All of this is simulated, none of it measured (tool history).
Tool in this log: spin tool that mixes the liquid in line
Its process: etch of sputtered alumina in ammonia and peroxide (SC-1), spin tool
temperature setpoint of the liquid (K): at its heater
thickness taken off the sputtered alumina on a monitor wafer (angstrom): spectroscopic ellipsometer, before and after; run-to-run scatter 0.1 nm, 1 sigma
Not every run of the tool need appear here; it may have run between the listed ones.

| run | hour | temperature setpoint of the liquid (K) | parts of 29 % ammonia solution to one part of 30 % peroxide (parts by volume) | time under the liquid (s) | thickness taken off the sputtered alumina on a monitor wafer (angstrom) |
|---|---|---|---|---|---|
| 1 | 0.0 | 331.15 | 1.00 | 315 | 273.96 |
| 2 | 6.2 | 331.15 | 1.15 | 315 | 278.45 |
| 3 | 11.8 | 328.15 | 1.15 | 315 | 239.83 |
| 4 | 16.2 | 327.65 | 1.15 | 315 | 231.48 |
| 5 | 21.5 | 327.15 | 1.15 | 315 | 226.81 |
| 6 | 26.0 | 326.65 | 1.15 | 315 | 222.32 |
| 7 | 28.5 | 326.15 | 1.15 | 315 | 213.29 |
| 8 | 30.7 | 325.65 | 1.15 | 315 | 209.59 |
| 9 | 32.2 | 325.65 | 1.15 | 315 | 211.15 |
| 10 | 35.7 | 320.65 | 1.15 | 315 | 160.11 |

Estimate the outcome of run 11 from the log above:
| 11 | 40.6 | 321.15 | 1.15 | 315 | ? |

{"run 11": {"thickness taken off the sputtered alumina on a monitor wafer (angstrom)": 164.09}}
